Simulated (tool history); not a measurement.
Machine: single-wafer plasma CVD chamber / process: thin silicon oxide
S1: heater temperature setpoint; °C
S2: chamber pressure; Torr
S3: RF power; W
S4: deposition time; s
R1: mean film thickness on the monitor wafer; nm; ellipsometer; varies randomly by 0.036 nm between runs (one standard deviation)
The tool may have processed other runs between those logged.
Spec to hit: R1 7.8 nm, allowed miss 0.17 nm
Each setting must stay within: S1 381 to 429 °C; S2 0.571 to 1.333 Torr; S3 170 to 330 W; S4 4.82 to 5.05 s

run,day,S1,S2,S3,S4,R1
1,0,405,0.952,250,5.05,9.619
2,0.133,395,0.952,250,5.05,9.6326
3,0.312,395,0.952,250,4.82,9.2439
4,0.571,395,0.952,260,4.82,9.4301
5,0.867,395,0.952,260,5.05,9.9246
6,1.217,385,0.952,260,5.05,9.994
7,1.292,385,0.902,260,5.05,9.5483
8,1.404,385,0.712,255,5.04,7.6221

5 next moves are on the table. One of them brings every result within its allowed miss. Which?
A,1.517,386,0.702,260,4.89,?
B,1.517,388,0.746,260,4.89,?
C,1.517,387,0.699,265,4.82,?
D,1.517,381,0.684,250,5.05,?
E,1.517,381,0.684,250,5.01,?

move,R1
A,7.4617
B,7.9106
C,7.3987
D,7.3674
E,7.3092
A: misses by more than the last run did
B: meets every target
C: misses by more than the last run did
D: misses by more than the last run did
E: misses by more than the last run did
The move that meets every target is B.
